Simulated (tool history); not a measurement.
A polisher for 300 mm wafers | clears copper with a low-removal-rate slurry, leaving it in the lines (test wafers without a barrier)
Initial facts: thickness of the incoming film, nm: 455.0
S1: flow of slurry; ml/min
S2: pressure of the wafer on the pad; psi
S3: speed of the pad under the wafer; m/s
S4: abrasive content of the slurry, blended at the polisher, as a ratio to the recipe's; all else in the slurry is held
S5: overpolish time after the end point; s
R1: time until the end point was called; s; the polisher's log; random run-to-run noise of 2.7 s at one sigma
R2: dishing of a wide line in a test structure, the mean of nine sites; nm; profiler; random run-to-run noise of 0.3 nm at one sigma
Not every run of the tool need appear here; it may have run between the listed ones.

run,hour,S1,S2,S3,S4,S5,R1,R2
1,0,250,3.4,0.84,1,20,132.61,36.648
2,5.2,250,2.9,0.9,1,16,140.38,27.671
3,14.1,235,2.5,0.98,0.9,13,149.7,21.118
4,19.6,220,2.3,1.06,0.8,11,147.7,19.311
# hour 24.3: head pressure recalibrated
5,24.3,220,1.7,1.06,0.8,11,208.12,14.96
6,32.3,200,1.7,1.12,0.7,10,200.05,13.741
7,36.8,185,1.8,1.18,0.65,9,189.99,12.619
8,45.1,180,1.9,1.2,0.6,8,175.08,12.014
9,50.1,185,2,1.2,0.6,7,175.11,11.232
10,54.3,185,2,1.2,0.6,7,181.01,11.359
11,55.4,185,2.1,1.2,0.6,7,169,12.075

Estimate the outcome of run 12 from the log above:
12,57.6,185,2.2,1.22,0.6,7,?,?

Run 12 measured R1 166.08 s, R2 12.453 nm.
